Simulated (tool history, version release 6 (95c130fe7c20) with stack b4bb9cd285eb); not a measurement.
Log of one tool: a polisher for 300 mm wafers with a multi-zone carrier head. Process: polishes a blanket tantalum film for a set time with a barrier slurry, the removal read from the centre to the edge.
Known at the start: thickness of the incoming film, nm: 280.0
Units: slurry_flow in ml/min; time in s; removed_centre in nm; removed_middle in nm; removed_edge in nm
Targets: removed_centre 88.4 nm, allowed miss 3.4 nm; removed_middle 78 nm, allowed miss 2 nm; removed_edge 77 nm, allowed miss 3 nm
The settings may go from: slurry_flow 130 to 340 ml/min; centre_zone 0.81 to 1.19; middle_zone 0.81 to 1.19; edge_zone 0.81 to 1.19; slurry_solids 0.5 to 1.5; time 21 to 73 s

run    day  slurry_flow  centre_zone  middle_zone  edge_zone  slurry_solids  time  removed_centre  removed_middle  removed_edge
  1      0          220            1            1          1              1    47          92.124          91.936        94.772
  2  0.167          215         1.02         0.99       0.95            0.9    47          90.568          88.339        86.909
  3  0.417          215         1.02         0.99       0.86            0.9    47          90.459          87.959        82.528
  4  0.675          205         1.03         0.96       0.85            0.9    47          91.079          84.533        82.645
  5    0.9          205         1.03         0.93       0.85            0.9    47          90.733          83.874        81.752
  6  1.042          205         1.03         0.93       0.85            0.9    53          103.38          94.241        94.641
  7  1.412          205         1.03         0.92       0.84            0.8    52          96.302          86.666         85.19
  8  1.567          205         1.03         0.92       0.84            0.8    52          93.148          87.379        87.935
  9  1.783          210         1.06         0.92       0.83           0.75    51          95.017          84.074        81.654

5 next moves are on the table. One of them brings every result within its allowed miss. Which?
  A    2          215         0.99         0.85       0.86           0.65    51               ?               ?             ?
  B    2          220         1.13         1.01       0.84            0.7    46               ?               ?             ?
  C    2          230         1.12         0.91       0.91              1    40               ?               ?             ?
  D    2          170         1.08         0.93       0.83           0.55    59               ?               ?             ?
  E    2          190         1.06         0.88       0.85           0.95    53               ?               ?             ?

move  removed_centre  removed_middle  removed_edge
   A          80.399          73.023        77.804
   B          86.824          77.268        72.491
   C          88.153          73.776        76.955
   D          86.868          76.964        76.868
   E          104.92          91.138        94.931
A: takes the result that was furthest off past its target
B: brings the result that was furthest off to its target, and leaves another outside
C: takes the result that was furthest off past its target
D: meets every target
E: further off than the last run
Answer: D
